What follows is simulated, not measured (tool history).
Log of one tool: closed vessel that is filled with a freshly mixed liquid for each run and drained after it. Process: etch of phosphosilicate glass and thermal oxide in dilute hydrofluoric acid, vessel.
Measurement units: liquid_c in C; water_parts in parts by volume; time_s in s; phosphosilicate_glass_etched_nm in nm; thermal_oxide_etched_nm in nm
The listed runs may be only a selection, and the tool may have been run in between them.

run	hour	liquid_c	water_parts	time_s	phosphosilicate_glass_etched_nm	thermal_oxide_etched_nm
1	0.0	22.0	155	60	24.277	1.5616
2	1.2	23.5	155	60	25.733	1.6878
3	3.9	22.5	155	60	24.742	1.5311
4	9.0	25.5	155	60	27.804	1.7341
5	16.2	28.0	155	60	30.102	1.9302
6	23.3	26.0	160	60	27.080	1.7190
7	28.7	24.5	160	60	25.561	1.6371
8	29.8	23.5	160	60	24.705	1.5986

What will run 9 give?
9	30.4	23.5	160	60	?	?

Run 9 produced phosphosilicate_glass_etched_nm 24.807 nm, thermal_oxide_etched_nm 1.5461 nm.
